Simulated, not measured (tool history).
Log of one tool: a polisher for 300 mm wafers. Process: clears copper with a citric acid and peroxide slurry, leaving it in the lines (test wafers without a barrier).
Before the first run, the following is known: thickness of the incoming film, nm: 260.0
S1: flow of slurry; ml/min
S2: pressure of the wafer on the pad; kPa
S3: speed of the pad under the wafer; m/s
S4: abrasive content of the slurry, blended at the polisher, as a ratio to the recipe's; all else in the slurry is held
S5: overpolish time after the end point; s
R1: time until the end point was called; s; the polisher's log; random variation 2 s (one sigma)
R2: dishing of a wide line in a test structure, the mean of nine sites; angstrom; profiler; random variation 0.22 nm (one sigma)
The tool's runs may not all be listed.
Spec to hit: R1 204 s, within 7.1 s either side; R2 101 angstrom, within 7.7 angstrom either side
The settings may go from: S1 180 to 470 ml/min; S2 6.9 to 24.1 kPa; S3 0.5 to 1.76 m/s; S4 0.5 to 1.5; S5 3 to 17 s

Run 1, hour 0: S1 300 ml/min, S2 15.2 kPa, S3 1.12 m/s, S4 1, S5 9 s. Result: R1 144.98 s, R2 125.31 angstrom.
Run 2, hour 6: S1 300 ml/min, S2 12.4 kPa, S3 1.12 m/s, S4 1, S5 9 s. Result: R1 173.47 s, R2 109.72 angstrom.
Run 3, hour 10.2: S1 300 ml/min, S2 11.7 kPa, S3 1.12 m/s, S4 1, S5 9 s. Result: R1 178.95 s, R2 102.28 angstrom.
Run 4, hour 17: S1 300 ml/min, S2 11.7 kPa, S3 1.12 m/s, S4 1.1, S5 9 s. Result: R1 176.25 s, R2 106.51 angstrom.
Run 5, hour 20.6: S1 300 ml/min, S2 15.2 kPa, S3 1.12 m/s, S4 1.1, S5 9 s. Result: R1 142.86 s, R2 130.13 angstrom.
Run 6, hour 23.9: S1 350 ml/min, S2 15.2 kPa, S3 1.12 m/s, S4 1.1, S5 9 s. Result: R1 142.11 s, R2 130.79 angstrom.
Run 7, hour 27.3: S1 350 ml/min, S2 13.8 kPa, S3 1.12 m/s, S4 1.1, S5 9 s. Result: R1 151.9 s, R2 122 angstrom.
Run 8, hour 32.2: S1 345 ml/min, S2 12.4 kPa, S3 1.12 m/s, S4 1.1, S5 9 s. Result: R1 164.23 s, R2 109.28 angstrom.
Run 9, hour 36.7: S1 335 ml/min, S2 11.7 kPa, S3 1.12 m/s, S4 1.1, S5 9 s. Result: R1 173.48 s, R2 109.15 angstrom.
Run 10, hour 41.8: S1 335 ml/min, S2 11 kPa, S3 1.12 m/s, S4 1.1, S5 9 s. Result: R1 180.92 s, R2 103.87 angstrom.
Run 11, hour 49.6: S1 335 ml/min, S2 10.3 kPa, S3 1.12 m/s, S4 1.1, S5 9 s. Result: R1 191.03 s, R2 97.859 angstrom.

Exactly one of the 5 candidate moves below puts every result within its allowed miss. Which one?
Run A, hour 57.4: S1 300 ml/min, S2 10.3 kPa, S3 1.02 m/s, S4 1.2, S5 10 s. Result: R1 ?, R2 ?.
Run B, hour 57.4: S1 365 ml/min, S2 9 kPa, S3 1.3 m/s, S4 1.1, S5 8 s. Result: R1 ?, R2 ?.
Run C, hour 57.4: S1 380 ml/min, S2 9.7 kPa, S3 1.1 m/s, S4 1.05, S5 12 s. Result: R1 ?, R2 ?.
Run D, hour 57.4: S1 265 ml/min, S2 13.1 kPa, S3 0.88 m/s, S4 1.2, S5 12 s. Result: R1 ?, R2 ?.
Run E, hour 57.4: S1 305 ml/min, S2 11 kPa, S3 1.14 m/s, S4 1.05, S5 11 s. Result: R1 ?, R2 ?.

move      R1      R2
   A  209.22  100.46
   B  185.13  91.071
   C  207.79  119.97
   D  203.62  122.94
   E   184.8  123.68
A: all results land within tolerance of their targets
B: its largest miss is bigger than the last run's
C: the worst result of the last run now meets its target, but another is out of spec
D: the worst result of the last run now meets its target, but another is out of spec
E: its largest miss is bigger than the last run's
Answer: A
